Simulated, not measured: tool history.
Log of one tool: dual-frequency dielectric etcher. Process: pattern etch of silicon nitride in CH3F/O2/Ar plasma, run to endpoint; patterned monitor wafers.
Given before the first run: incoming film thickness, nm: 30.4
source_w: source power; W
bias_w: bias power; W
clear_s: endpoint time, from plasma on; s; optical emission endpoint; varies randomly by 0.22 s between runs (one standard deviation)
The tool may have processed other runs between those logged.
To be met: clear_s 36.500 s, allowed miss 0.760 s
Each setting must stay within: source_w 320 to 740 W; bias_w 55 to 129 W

run	day	source_w	bias_w	clear_s
1	0.000	530	92	32.415
2	0.342	580	92	31.755
3	0.612	510	92	33.315
4	0.696	510	76	35.140
5	0.958	510	91	33.213
6	1.325	560	91	31.875
7	1.604	530	90	32.949
8	1.754	500	89	33.973
9	1.946	480	88	34.784
10	2.046	470	88	35.194
11	2.388	460	88	35.353

4 candidate next runs follow, results not yet known. Just one meets every target within its allowed miss. Identify it.
A	2.729	540	88	?
B	2.729	480	75	?
C	2.729	500	101	?
D	2.729	510	94	?

move	clear_s
A	33.162
B	36.831
C	32.798
D	33.298
A: moves away from the targets compared with the last run
B: all results in spec
C: moves away from the targets compared with the last run
D: moves away from the targets compared with the last run
The move that meets every target is B.

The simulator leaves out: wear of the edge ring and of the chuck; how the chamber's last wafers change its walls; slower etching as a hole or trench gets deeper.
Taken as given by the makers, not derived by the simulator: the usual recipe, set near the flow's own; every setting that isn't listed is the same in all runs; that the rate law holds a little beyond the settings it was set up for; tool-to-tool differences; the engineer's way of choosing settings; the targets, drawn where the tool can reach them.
